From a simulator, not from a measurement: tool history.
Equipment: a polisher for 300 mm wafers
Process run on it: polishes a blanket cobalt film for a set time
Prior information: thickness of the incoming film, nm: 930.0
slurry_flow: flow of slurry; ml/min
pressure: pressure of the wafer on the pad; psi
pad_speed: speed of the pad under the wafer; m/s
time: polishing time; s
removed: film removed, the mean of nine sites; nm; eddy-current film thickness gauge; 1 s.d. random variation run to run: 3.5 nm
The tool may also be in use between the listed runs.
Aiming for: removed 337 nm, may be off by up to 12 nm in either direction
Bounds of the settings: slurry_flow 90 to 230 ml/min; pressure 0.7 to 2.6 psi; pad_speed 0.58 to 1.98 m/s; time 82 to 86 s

run  hour  slurry_flow  pressure  pad_speed  time  removed
  1     0          150       1.6       1.28    82   424.81
  2   1.3          150       1.9       1.28    82   463.24
  3   8.5          150       1.8       1.28    82   448.63
  4   9.8          150       1.7       1.28    82   424.43
  5  13.6          150       1.7       1.28    82   430.58
  6  19.2          130       1.7       1.28    82   427.43
     25.4  -- head pressure recalibrated
  7  25.4          130       1.6       1.28    82   426.09
  8    29          130       1.5       1.28    82   407.61
  9  32.7          130       1.4       1.28    82   398.58
 10  34.9          130       1.3       1.28    82   384.32

Pick the move, out of 4, that brings all results within their allowed miss; only one does.
  A  37.1          100       1.2       1.36    82        ?
  B  37.1           90       1.1       1.26    86        ?
  C  37.1          115       1.3       1.38    85        ?
  D  37.1          125       1.5        1.4    86        ?

move  removed
   A   366.51
   B   335.81
   C   412.61
   D   465.44
A: an improvement on the last run, though not all results are within tolerance
B: hits every target within its allowed miss
C: lands further from the targets than the last run did
D: lands further from the targets than the last run did
Correct choice: B, which meets every target

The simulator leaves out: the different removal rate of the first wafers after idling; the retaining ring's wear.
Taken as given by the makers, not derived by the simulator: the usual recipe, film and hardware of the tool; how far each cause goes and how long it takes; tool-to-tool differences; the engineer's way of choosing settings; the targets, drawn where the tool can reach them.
